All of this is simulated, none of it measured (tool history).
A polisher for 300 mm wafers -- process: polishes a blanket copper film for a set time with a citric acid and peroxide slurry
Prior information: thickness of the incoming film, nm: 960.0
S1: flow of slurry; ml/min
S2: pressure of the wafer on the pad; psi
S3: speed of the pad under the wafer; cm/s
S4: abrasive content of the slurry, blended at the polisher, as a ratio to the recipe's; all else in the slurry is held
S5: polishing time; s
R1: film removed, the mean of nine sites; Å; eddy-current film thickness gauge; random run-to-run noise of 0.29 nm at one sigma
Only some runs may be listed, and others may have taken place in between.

run 1 hour=0 | S1=205 S2=3.6 S3=92 S4=1 S5=32 | R1=626.67
run 2 hour=5.2 | S1=205 S2=3.1 S3=80 S4=1 S5=32 | R1=477.9
run 3 hour=6 | S1=205 S2=2.7 S3=72 S4=1 S5=32 | R1=379.35
run 4 hour=9.2 | S1=205 S2=2.4 S3=68 S4=1 S5=32 | R1=323.73
run 5 hour=16.5 | S1=205 S2=3.2 S3=68 S4=1 S5=32 | R1=413.88
run 6 hour=21 | S1=205 S2=2.6 S3=68 S4=1 S5=32 | R1=351.3

Run 7 comes next. What will it give?
run 7 hour=27.8 | S1=205 S2=2.3 S3=64 S4=1 S5=32 | R1=?

R1: 293.95 Å

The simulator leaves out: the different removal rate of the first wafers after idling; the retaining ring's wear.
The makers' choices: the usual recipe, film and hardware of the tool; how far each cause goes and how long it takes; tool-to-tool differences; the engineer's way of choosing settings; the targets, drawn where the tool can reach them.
